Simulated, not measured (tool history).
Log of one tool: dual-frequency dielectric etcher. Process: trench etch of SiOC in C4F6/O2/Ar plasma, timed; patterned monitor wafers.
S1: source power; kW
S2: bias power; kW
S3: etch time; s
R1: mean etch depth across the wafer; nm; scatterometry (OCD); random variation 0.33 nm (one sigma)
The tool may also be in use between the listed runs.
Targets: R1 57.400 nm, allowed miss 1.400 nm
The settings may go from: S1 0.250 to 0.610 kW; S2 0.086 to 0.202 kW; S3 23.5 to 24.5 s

run  hour     S1     S2    S3      R1
  1   0.0  0.430  0.144  23.5  49.235
  2   8.7  0.460  0.147  23.5  50.611
  3   9.5  0.460  0.147  23.5  50.698
  4  13.4  0.460  0.163  23.5  52.160
  5  16.9  0.460  0.163  23.5  52.791
  6  19.1  0.460  0.163  24.5  54.268
  7  27.9  0.470  0.164  24.5  54.226
  8  28.6  0.480  0.167  24.5  55.788

Which of these 4 next moves meets every target?
  A  29.3  0.430  0.153  24.5   ?
  B  29.3  0.410  0.186  24.5   ?
  C  29.3  0.500  0.169  24.5   ?
  D  29.3  0.510  0.166  23.5   ?

move      R1
   A  52.180
   B  54.753
   C  56.869
   D  54.615
A: further off than the last run
B: further off than the last run
C: meets every target
D: further off than the last run
Answer: C
